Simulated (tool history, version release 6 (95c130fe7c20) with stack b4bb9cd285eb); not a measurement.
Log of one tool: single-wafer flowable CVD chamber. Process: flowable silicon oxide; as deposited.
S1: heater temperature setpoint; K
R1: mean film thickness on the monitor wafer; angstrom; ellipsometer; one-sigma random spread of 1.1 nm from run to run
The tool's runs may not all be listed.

run 1 hour=0.0 | S1=373.15 chamber_pressure_(mTorr)=993 RF_power_(kW)=2.285 deposition_time_(s)=631 | R1=4899.8
run 2 hour=6.2 | S1=373.15 chamber_pressure_(mTorr)=993 RF_power_(kW)=2.050 deposition_time_(s)=631 | R1=4831.3
run 3 hour=13.0 | S1=373.15 chamber_pressure_(mTorr)=1110 RF_power_(kW)=2.050 deposition_time_(s)=631 | R1=5392.8
run 4 hour=14.2 | S1=362.15 chamber_pressure_(mTorr)=1110 RF_power_(kW)=2.050 deposition_time_(s)=631 | R1=7790.4
run 5 hour=15.0 | S1=362.15 chamber_pressure_(mTorr)=1110 RF_power_(kW)=2.250 deposition_time_(s)=631 | R1=7849.8
run 6 hour=16.5 | S1=362.15 chamber_pressure_(mTorr)=1209 RF_power_(kW)=2.250 deposition_time_(s)=631 | R1=8523.4
run 7 hour=18.7 | S1=366.15 chamber_pressure_(mTorr)=1208 RF_power_(kW)=2.250 deposition_time_(s)=631 | R1=7402.7
run 8 hour=27.6 | S1=378.15 chamber_pressure_(mTorr)=1203 RF_power_(kW)=2.250 deposition_time_(s)=631 | R1=4915.6
run 9 hour=31.9 | S1=380.15 chamber_pressure_(mTorr)=1203 RF_power_(kW)=2.250 deposition_time_(s)=631 | R1=4615.9
run 10 hour=35.1 | S1=382.15 chamber_pressure_(mTorr)=1203 RF_power_(kW)=2.250 deposition_time_(s)=631 | R1=4282.4

The next listed run, before its measurement:
run 11 hour=39.5 | S1=383.15 chamber_pressure_(mTorr)=1203 RF_power_(kW)=2.250 deposition_time_(s)=631 | R1=?

R1: 4139.9 angstrom

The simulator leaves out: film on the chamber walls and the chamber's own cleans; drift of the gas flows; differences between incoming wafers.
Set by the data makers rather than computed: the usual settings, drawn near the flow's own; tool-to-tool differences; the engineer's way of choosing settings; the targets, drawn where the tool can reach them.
